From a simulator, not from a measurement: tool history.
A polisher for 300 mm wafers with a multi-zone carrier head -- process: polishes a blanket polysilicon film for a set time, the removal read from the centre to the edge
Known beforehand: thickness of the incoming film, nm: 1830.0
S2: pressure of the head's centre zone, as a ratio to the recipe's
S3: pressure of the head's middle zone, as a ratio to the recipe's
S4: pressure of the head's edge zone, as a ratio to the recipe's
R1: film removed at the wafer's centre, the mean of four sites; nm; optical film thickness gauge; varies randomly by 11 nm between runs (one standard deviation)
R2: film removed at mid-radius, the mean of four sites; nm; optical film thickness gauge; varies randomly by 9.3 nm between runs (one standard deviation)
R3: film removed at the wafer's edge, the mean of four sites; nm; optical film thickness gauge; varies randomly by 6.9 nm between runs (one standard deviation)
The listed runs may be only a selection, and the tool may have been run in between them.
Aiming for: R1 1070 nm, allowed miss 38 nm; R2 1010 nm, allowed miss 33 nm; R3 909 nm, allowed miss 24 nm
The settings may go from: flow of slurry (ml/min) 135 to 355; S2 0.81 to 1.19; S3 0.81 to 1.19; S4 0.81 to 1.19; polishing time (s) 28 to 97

Run 1, hour 0: flow of slurry (ml/min) 225, S2 1, S3 1, S4 1, polishing time (s) 62. Result: R1 586.87 nm, R2 598.41 nm, R3 589.69 nm.
Run 2, hour 3: flow of slurry (ml/min) 225, S2 1, S3 1, S4 0.92, polishing time (s) 62. Result: R1 591.8 nm, R2 592.14 nm, R3 570.57 nm.
Run 3, hour 10.2: flow of slurry (ml/min) 225, S2 1, S3 1, S4 0.96, polishing time (s) 62. Result: R1 596.11 nm, R2 596.05 nm, R3 576.42 nm.
Run 4, hour 14.4: flow of slurry (ml/min) 240, S2 1.04, S3 1.03, S4 0.99, polishing time (s) 68. Result: R1 682.38 nm, R2 685.15 nm, R3 650.5 nm.
Run 5, hour 15.8: flow of slurry (ml/min) 240, S2 1.04, S3 1.03, S4 0.99, polishing time (s) 62. Result: R1 627.37 nm, R2 613.72 nm, R3 590.83 nm.
Run 6, hour 17.2: flow of slurry (ml/min) 240, S2 1.04, S3 0.98, S4 0.99, polishing time (s) 62. Result: R1 624.87 nm, R2 598.91 nm, R3 585.05 nm.
Run 7, hour 25.6: flow of slurry (ml/min) 255, S2 1.07, S3 1.01, S4 1.02, polishing time (s) 68. Result: R1 729.03 nm, R2 671.05 nm, R3 662.96 nm.
Run 8, hour 26.7: flow of slurry (ml/min) 265, S2 1.09, S3 1.05, S4 1.03, polishing time (s) 72. Result: R1 773.46 nm, R2 732.78 nm, R3 703.38 nm.

Next run, 5 choices. One meets every target within its allowed miss, the rest don't. Which?
Run A, hour 27.8: flow of slurry (ml/min) 260, S2 1.13, S3 1.09, S4 0.94, polishing time (s) 96. Result: R1 ?, R2 ?, R3 ?.
Run B, hour 27.8: flow of slurry (ml/min) 335, S2 1.12, S3 1.19, S4 0.94, polishing time (s) 95. Result: R1 ?, R2 ?, R3 ?.
Run C, hour 27.8: flow of slurry (ml/min) 325, S2 1.15, S3 1.13, S4 0.88, polishing time (s) 92. Result: R1 ?, R2 ?, R3 ?.
Run D, hour 27.8: flow of slurry (ml/min) 290, S2 1.14, S3 1.05, S4 0.95, polishing time (s) 50. Result: R1 ?, R2 ?, R3 ?.
Run E, hour 27.8: flow of slurry (ml/min) 280, S2 1.17, S3 1.16, S4 0.9, polishing time (s) 92. Result: R1 ?, R2 ?, R3 ?.

move      R1      R2      R3
   A  1070.7  993.53  899.02
   B  1081.8    1068  907.13
   C  1072.3  997.59  850.83
   D  570.24   511.8  475.23
   E  1073.1  998.98  849.36
A: all results in spec
B: brings the last run's worst result on target, with another outside its allowed miss
C: nearer than the last run, and not there yet
D: lands further from the targets than the last run did
E: nearer than the last run, and not there yet
A meets every target.

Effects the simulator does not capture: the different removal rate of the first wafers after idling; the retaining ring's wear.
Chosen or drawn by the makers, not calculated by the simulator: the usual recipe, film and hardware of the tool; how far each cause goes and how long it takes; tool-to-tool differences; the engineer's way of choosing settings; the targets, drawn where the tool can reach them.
